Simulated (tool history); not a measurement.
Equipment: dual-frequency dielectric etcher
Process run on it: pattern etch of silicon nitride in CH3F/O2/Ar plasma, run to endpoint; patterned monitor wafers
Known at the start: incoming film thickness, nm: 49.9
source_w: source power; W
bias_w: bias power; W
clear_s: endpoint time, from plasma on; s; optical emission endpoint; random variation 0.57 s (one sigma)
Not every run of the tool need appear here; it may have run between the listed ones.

run	day	source_w	bias_w	clear_s
1	0.000	330	90	77.489
2	0.346	360	90	74.659
3	0.554	340	89	77.298
4	0.617	330	88	78.097
5	0.650	380	88	74.225
6	0.700	360	86	76.106
7	0.771	350	85	76.852
8	1.054	340	84	78.787

Expected results for the next run?
9	1.104	330	83	?

clear_s: 80.433 s
